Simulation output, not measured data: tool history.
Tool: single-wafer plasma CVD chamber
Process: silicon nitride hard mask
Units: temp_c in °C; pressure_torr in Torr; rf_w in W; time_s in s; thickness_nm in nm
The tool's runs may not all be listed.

| run | hour | temp_c | pressure_torr | rf_w | time_s | thickness_nm |
|---|---|---|---|---|---|---|
| 1 | 0 | 380 | 1.11 | 330 | 24.6 | 30.269 |
| 2 | 5.7 | 380 | 1.11 | 330 | 25.4 | 31.212 |
| 3 | 13.3 | 380 | 1.11 | 285 | 25.4 | 27.563 |
| 4 | 20.3 | 370 | 1.11 | 285 | 25.4 | 27.995 |
| 5 | 21.8 | 370 | 0.92 | 285 | 25.4 | 25.446 |
| 6 | 23.8 | 370 | 1.1 | 290 | 25.4 | 28.142 |
| 7 | 25.2 | 370 | 1.23 | 295 | 25.4 | 30.201 |
| 8 | 30.8 | 370 | 1.32 | 300 | 25.4 | 31.5 |
| 9 | 33.1 | 370 | 1.39 | 305 | 25.4 | 32.552 |
| 10 | 39.1 | 370 | 1.44 | 310 | 25.4 | 33.189 |

Forecast run 11:
| 11 | 44.1 | 370 | 1.44 | 310 | 25.4 | ? |

Run 11 gave thickness_nm 33.461 nm.
